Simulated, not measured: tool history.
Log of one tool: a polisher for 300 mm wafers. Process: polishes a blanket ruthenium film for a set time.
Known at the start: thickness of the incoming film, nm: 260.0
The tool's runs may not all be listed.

run	hour	flow of slurry (ml/min)	pressure of the wafer on the pad (kPa)	speed of the pad under the wafer (cm/s)	polishing time (s)	film removed (angstrom)
1	0	300	13.8	78	45	367.59
2	1.1	270	13.8	78	45	355.1
3	2.2	315	13.8	78	45	368.62
4	9.3	315	11	78	45	294.93
5	18.3	265	11	78	45	287.8
6	20	260	10.3	78	45	273.57
7	21.2	260	10.3	78	45	275.82
8	29.7	260	9.7	78	45	256.59

Expected results for the next run?
9	36.9	260	9	78	45	?

Run 9 came out at film removed (angstrom) 238.25.

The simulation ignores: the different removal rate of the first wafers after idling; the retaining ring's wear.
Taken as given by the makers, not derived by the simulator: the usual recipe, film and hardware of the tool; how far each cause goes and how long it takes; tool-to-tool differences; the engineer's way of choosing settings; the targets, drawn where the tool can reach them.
